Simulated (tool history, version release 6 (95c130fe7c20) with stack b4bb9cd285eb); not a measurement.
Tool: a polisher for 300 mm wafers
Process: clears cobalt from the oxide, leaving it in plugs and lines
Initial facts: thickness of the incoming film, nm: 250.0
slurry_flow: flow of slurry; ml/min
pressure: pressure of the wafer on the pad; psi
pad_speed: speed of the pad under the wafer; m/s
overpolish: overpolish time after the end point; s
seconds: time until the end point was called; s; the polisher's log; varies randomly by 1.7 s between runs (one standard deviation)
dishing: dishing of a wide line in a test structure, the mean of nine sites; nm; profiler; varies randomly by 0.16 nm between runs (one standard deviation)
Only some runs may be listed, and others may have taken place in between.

{"run": 1, "hour": 0.0, "slurry_flow": 170, "pressure": 1.4, "pad_speed": 0.78, "overpolish": 9, "seconds": 105.02, "dishing": 19.109}
{"run": 2, "hour": 4.4, "slurry_flow": 170, "pressure": 1.1, "pad_speed": 0.78, "overpolish": 9, "seconds": 136.64, "dishing": 15.315}
{"run": 3, "hour": 5.6, "slurry_flow": 170, "pressure": 1.2, "pad_speed": 0.78, "overpolish": 7, "seconds": 118.83, "dishing": 13.336}
{"run": 4, "hour": 9.6, "slurry_flow": 170, "pressure": 1.2, "pad_speed": 0.78, "overpolish": 9, "seconds": 119.42, "dishing": 16.37}
{"run": 5, "hour": 16.5, "slurry_flow": 170, "pressure": 1.2, "pad_speed": 0.64, "overpolish": 9, "seconds": 142.96, "dishing": 13.714}
{"run": 6, "hour": 24.8, "slurry_flow": 185, "pressure": 1.4, "pad_speed": 0.54, "overpolish": 7, "seconds": 152.12, "dishing": 10.726}
{"run": 7, "hour": 32.9, "slurry_flow": 155, "pressure": 1.6, "pad_speed": 0.52, "overpolish": 6, "seconds": 138.77, "dishing": 10.098}

Run 8, settings as shown, results not yet in. Your forecast:
{"run": 8, "hour": 41.4, "slurry_flow": 135, "pressure": 1.8, "pad_speed": 0.5, "overpolish": 5, "seconds": "?", "dishing": "?"}

seconds: 135.62 s
dishing: 8.9909 nm
